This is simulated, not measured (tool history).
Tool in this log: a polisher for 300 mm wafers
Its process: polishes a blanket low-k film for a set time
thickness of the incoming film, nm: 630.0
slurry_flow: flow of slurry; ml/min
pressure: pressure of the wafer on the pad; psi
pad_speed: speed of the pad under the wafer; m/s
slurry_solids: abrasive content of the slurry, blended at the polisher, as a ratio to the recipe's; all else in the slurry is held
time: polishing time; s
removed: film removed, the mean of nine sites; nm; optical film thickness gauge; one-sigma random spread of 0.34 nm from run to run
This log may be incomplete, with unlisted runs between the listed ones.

run,day,slurry_flow,pressure,pad_speed,slurry_solids,time,removed
1,0,140,1.6,1.06,1,36,14.851
2,0.342,140,1.6,1.06,1.1,36,15.233
3,0.583,145,1.8,1.06,1.1,36,17.225
4,0.612,145,2,1.08,1.1,36,18.744
5,0.746,150,2.1,1.12,1.1,36,21.218
6,1.108,155,2.2,1.12,1.1,36,22.214
7,1.158,160,2.3,1.14,1.1,36,23.061

What does the tool deliver on the next run?
8,1.454,160,2.4,1.16,1.1,36,?

removed: 25.294 nm
